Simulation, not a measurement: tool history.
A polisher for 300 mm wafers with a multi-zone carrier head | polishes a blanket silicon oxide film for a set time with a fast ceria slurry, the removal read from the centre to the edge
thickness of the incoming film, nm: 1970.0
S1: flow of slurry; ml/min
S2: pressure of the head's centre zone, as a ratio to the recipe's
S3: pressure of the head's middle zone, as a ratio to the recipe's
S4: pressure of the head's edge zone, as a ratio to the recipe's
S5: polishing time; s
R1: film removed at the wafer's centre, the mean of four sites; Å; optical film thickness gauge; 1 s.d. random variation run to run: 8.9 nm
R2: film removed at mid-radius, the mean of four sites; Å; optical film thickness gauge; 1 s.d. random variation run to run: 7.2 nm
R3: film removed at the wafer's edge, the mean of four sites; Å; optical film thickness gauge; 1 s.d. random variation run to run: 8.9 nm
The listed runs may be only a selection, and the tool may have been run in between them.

Run 1, day 0: S1 300 ml/min, S2 1, S3 1, S4 1, S5 54 s. Result: R1 6069.8 Å, R2 6291.7 Å, R3 6231.8 Å.
Run 2, day 0.238: S1 300 ml/min, S2 1, S3 1.02, S4 1.02, S5 55 s. Result: R1 6349.5 Å, R2 6437.5 Å, R3 6475.2 Å.
Run 3, day 0.508: S1 300 ml/min, S2 1, S3 1.02, S4 1.11, S5 55 s. Result: R1 6360.6 Å, R2 6410.6 Å, R3 6746.7 Å.
Run 4, day 0.771: S1 305 ml/min, S2 0.99, S3 1.05, S4 1.11, S5 56 s. Result: R1 6407.9 Å, R2 6577.3 Å, R3 6852.5 Å.
Run 5, day 0.888: S1 305 ml/min, S2 0.99, S3 1.05, S4 1.11, S5 46 s. Result: R1 5452.3 Å, R2 5457.3 Å, R3 5591.2 Å.
Run 6, day 1.075: S1 305 ml/min, S2 0.98, S3 1.07, S4 1.1, S5 49 s. Result: R1 5569 Å, R2 5914.8 Å, R3 6060 Å.
Run 7, day 1.162: S1 350 ml/min, S2 1.06, S3 1.17, S4 1.07, S5 59 s. Result: R1 7401.9 Å, R2 7841.3 Å, R3 7173.5 Å.
Run 8, day 1.329: S1 350 ml/min, S2 1.06, S3 1.17, S4 1.07, S5 59 s. Result: R1 7473.2 Å, R2 7763.1 Å, R3 7022.4 Å.

For run 9, what comes out?
Run 9, day 1.375: S1 345 ml/min, S2 1.04, S3 1.17, S4 1.08, S5 59 s. Result: R1 ?, R2 ?, R3 ?.

R1: 7234.3 Å
R2: 7752.4 Å
R3: 7218.3 Å

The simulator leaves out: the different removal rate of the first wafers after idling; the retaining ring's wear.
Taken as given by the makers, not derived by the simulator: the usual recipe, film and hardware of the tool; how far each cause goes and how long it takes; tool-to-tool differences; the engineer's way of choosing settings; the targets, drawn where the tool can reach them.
